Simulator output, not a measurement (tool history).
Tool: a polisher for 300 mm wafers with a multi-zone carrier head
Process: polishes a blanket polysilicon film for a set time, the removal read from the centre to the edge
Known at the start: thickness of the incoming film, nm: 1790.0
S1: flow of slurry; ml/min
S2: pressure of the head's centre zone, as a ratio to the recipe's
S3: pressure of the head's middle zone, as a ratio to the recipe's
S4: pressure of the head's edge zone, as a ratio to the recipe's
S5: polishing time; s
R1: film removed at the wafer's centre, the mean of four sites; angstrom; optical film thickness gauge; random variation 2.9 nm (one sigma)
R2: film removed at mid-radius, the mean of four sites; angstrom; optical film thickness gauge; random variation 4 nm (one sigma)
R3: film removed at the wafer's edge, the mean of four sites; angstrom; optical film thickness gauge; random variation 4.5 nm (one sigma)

run,hour,S1,S2,S3,S4,S5,R1,R2,R3
1,0.0,210,1.00,1.00,1.00,64,5455.2,5436.1,5574.5
2,5.0,210,1.00,0.92,1.00,64,5450.2,5129.4,5601.5
3,8.4,205,0.99,0.91,0.99,61,5138.6,4761.5,5208.5
4,17.3,205,0.99,0.91,0.99,77,6477.1,5908.1,6646.3
5,21.5,205,0.99,0.91,1.05,77,6531.6,5972.0,6809.3
6,27.8,200,0.98,0.90,1.04,72,5978.3,5505.6,6258.9
7,32.8,195,0.97,0.89,1.03,68,5516.5,5257.5,5928.6
8,33.5,195,0.97,0.88,1.03,64,5198.8,4791.5,5541.8
9,36.0,195,0.96,0.88,1.02,61,4861.5,4663.5,5325.4
10,39.7,195,0.96,0.87,1.01,58,4647.3,4352.9,5059.9
11,45.0,195,0.96,0.87,1.00,55,4406.1,4115.1,4716.2
12,51.3,195,0.95,0.87,0.98,53,4267.9,4013.2,4527.0
13,59.9,190,0.94,0.86,0.97,52,4176.3,3889.9,4441.7
14,61.6,190,0.94,0.86,0.97,52,4130.5,3886.0,4507.1
15,63.5,190,0.94,0.86,0.96,50,3911.2,3763.1,4208.9

The next listed run, before its measurement:
16,65.9,185,0.94,0.85,0.95,49,?,?,?

R1: 3852.2 angstrom
R2: 3587.1 angstrom
R3: 3974.2 angstrom

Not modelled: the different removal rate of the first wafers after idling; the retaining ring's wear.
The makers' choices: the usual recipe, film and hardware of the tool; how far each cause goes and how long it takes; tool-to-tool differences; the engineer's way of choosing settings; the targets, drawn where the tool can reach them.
